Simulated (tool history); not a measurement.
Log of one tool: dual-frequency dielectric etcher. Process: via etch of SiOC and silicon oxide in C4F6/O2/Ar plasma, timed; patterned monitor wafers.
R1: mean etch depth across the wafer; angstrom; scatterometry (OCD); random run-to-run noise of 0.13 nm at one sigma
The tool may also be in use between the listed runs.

Run 1, hour 0: source power (kW) 0.44, bias power (kW) 0.215, etch time (s) 32.5. Result: R1 443.72 angstrom.
Run 2, hour 5.1: source power (kW) 0.44, bias power (kW) 0.215, etch time (s) 30. Result: R1 410.55 angstrom.
Run 3, hour 10.4: source power (kW) 0.4, bias power (kW) 0.215, etch time (s) 30. Result: R1 400.62 angstrom.
Run 4, hour 18.7: source power (kW) 0.38, bias power (kW) 0.213, etch time (s) 30. Result: R1 392.72 angstrom.
Run 5, hour 26.6: source power (kW) 0.38, bias power (kW) 0.213, etch time (s) 32.5. Result: R1 428.17 angstrom.
Run 6, hour 30.2: source power (kW) 0.33, bias power (kW) 0.213, etch time (s) 32.5. Result: R1 413.05 angstrom.

Forecast run 7:
Run 7, hour 34.6: source power (kW) 0.32, bias power (kW) 0.2, etch time (s) 32.5. Result: R1 ?.

{"run 7": {"R1": 401.71}}
